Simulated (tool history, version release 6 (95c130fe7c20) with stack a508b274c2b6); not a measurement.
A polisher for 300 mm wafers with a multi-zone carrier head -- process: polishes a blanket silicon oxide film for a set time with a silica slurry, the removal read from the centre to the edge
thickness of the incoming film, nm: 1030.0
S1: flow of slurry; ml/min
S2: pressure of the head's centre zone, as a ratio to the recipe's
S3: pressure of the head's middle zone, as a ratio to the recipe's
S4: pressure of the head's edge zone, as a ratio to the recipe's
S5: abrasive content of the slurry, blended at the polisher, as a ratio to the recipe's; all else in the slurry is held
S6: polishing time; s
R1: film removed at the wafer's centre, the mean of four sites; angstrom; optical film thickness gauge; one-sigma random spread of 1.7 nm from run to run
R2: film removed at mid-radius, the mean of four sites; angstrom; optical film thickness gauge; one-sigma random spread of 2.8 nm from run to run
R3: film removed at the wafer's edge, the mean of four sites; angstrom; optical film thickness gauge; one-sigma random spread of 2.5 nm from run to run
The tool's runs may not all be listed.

run	hour	S1	S2	S3	S4	S5	S6	R1	R2	R3
1	0	250	1	1	1	1	61	2684.6	2706.4	2687.2
2	3.9	245	0.99	1	0.98	1	61	2648.8	2656.9	2661.7
3	8	245	0.99	1	0.98	1	76	3285	3348.1	3358.2
4	13.3	245	0.99	1	0.98	1	65	2782.5	2903.5	2855.1
5	19.4	250	0.99	1.01	0.97	0.95	65	2709.3	2788.8	2731
6	22.8	250	0.99	0.98	0.97	0.95	65	2721.7	2725.4	2744.5
7	27.6	230	0.9	1.05	0.87	0.7	64	1830.6	2154.4	1989.3
8	31.8	240	0.91	1.06	0.88	0.7	64	1887.1	2186.9	1961.4
9	37.9	240	0.91	1.06	0.88	0.7	64	1868.9	2181.8	1965.7
10	40.2	245	0.92	1.07	0.9	0.7	64	1915.9	2237.8	1972.7

Estimate the outcome of run 11 from the log above:
11	48.1	295	0.96	1.08	1	0.85	64	?	?	?

R1: 2410.9 angstrom
R2: 2718 angstrom
R3: 2544.1 angstrom

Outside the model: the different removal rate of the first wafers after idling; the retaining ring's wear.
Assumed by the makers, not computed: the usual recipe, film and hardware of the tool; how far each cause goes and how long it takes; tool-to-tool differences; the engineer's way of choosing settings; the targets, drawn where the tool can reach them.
